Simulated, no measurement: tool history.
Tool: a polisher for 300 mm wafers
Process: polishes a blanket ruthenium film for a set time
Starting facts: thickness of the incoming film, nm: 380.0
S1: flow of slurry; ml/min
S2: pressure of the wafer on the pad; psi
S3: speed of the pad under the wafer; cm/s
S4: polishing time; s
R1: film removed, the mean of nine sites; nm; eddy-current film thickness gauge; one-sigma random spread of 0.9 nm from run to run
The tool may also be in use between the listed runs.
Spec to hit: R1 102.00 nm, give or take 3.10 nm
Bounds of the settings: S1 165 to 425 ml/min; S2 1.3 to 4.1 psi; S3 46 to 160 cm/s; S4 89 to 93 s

| run | hour | S1 | S2 | S3 | S4 | R1 |
|---|---|---|---|---|---|---|
| 1 | 0.0 | 275 | 2.7 | 102 | 89 | 136.08 |
| 2 | 8.2 | 275 | 2.7 | 102 | 93 | 140.06 |
| 3 | 8.8 | 275 | 2.5 | 102 | 93 | 133.92 |
| 4 | 11.7 | 275 | 2.5 | 102 | 93 | 134.60 |
| 5 | 12.8 | 275 | 2.3 | 102 | 93 | 129.56 |
| 6 | 17.1 | 275 | 2.1 | 102 | 93 | 123.52 |
| 7 | 23.2 | 275 | 1.9 | 102 | 93 | 115.84 |
| 8 | 31.6 | 275 | 1.8 | 102 | 93 | 111.87 |
| 9 | 39.3 | 275 | 1.7 | 102 | 93 | 109.28 |
| 10 | 45.4 | 275 | 1.6 | 102 | 93 | 106.02 |

Which one of the following 5 next-run settings gets every result inside its allowed miss? There is exactly one.
| A | 51.5 | 300 | 1.7 | 100 | 89 | ? |
| B | 51.5 | 320 | 1.4 | 112 | 93 | ? |
| C | 51.5 | 290 | 1.5 | 114 | 93 | ? |
| D | 51.5 | 275 | 2.3 | 88 | 91 | ? |
| E | 51.5 | 280 | 1.7 | 102 | 93 | ? |

| move | R1 |
|---|---|
| A | 104.66 |
| B | 111.92 |
| C | 116.48 |
| D | 110.37 |
| E | 110.72 |
A: every result lands within tolerance
B: misses by more than the last run did
C: misses by more than the last run did
D: misses by more than the last run did
E: misses by more than the last run did
Correct choice: A, which meets every target

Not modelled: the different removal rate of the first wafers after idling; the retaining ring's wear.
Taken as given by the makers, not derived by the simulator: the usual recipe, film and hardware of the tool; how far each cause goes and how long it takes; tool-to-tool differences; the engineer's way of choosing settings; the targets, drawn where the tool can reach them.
